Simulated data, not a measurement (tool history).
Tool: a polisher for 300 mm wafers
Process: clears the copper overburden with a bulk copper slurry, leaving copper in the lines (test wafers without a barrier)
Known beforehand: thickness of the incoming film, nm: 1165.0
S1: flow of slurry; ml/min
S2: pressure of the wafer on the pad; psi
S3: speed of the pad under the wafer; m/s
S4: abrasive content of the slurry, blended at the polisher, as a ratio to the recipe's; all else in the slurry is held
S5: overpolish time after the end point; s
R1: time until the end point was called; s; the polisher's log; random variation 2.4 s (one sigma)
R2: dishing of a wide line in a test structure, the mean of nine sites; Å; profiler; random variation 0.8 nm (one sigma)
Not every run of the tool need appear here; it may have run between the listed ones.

run,day,S1,S2,S3,S4,S5,R1,R2
1,0.000,160,2.2,1.26,1.0,23,180.04,817.76
2,0.133,160,1.9,1.36,1.0,18,194.01,642.30
3,0.158,160,1.8,1.42,1.0,14,203.18,517.06
4,0.225,160,1.8,1.28,1.0,14,214.96,502.33
# day 0.321: head pressure recalibrated
5,0.321,165,1.8,1.28,1.0,12,189.35,497.99
6,0.542,180,1.8,1.28,1.0,12,188.54,515.62
7,0.792,170,1.8,1.28,1.0,11,187.62,475.06
8,0.862,160,1.8,1.28,1.0,10,192.61,419.47

Estimate the outcome of run 9 from the log above:
9,0.933,155,1.8,1.28,1.0,10,?,?

R1: 194.53 s
R2: 415.14 Å
